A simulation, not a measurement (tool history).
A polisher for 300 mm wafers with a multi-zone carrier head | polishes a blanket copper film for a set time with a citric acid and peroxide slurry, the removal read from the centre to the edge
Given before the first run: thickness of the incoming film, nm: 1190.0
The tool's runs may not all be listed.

run,hour,flow of slurry (ml/min),pressure of the head's centre zone,pressure of the head's middle zone,pressure of the head's edge zone,abrasive content of the slurry,polishing time (s),film removed at the wafer's centre (nm),film removed at mid-radius (nm),film removed at the wafer's edge (nm)
1,0.0,185,1.00,1.00,1.00,1.00,67,152.13,159.31,151.17
2,8.4,190,1.00,0.98,1.04,1.10,69,155.56,158.35,164.71
3,9.7,190,1.00,0.98,1.07,1.10,69,161.33,165.93,162.27
4,18.4,195,0.99,0.97,1.07,1.20,71,166.16,171.98,166.86
5,25.5,195,0.99,1.05,1.07,1.20,71,164.52,184.14,166.02
6,32.6,195,0.99,1.05,1.14,1.20,71,166.61,179.70,175.28
# hour 41.1: worn pad replaced by a new one
7,41.1,195,0.99,1.03,1.15,1.20,73,176.60,191.41,183.69

For run 8, what comes out?
8,43.8,190,0.98,1.00,1.16,1.15,74,?,?,?

Run 8 measured film removed at the wafer's centre (nm) 177.20, film removed at mid-radius (nm) 183.00, film removed at the wafer's edge (nm) 186.22.

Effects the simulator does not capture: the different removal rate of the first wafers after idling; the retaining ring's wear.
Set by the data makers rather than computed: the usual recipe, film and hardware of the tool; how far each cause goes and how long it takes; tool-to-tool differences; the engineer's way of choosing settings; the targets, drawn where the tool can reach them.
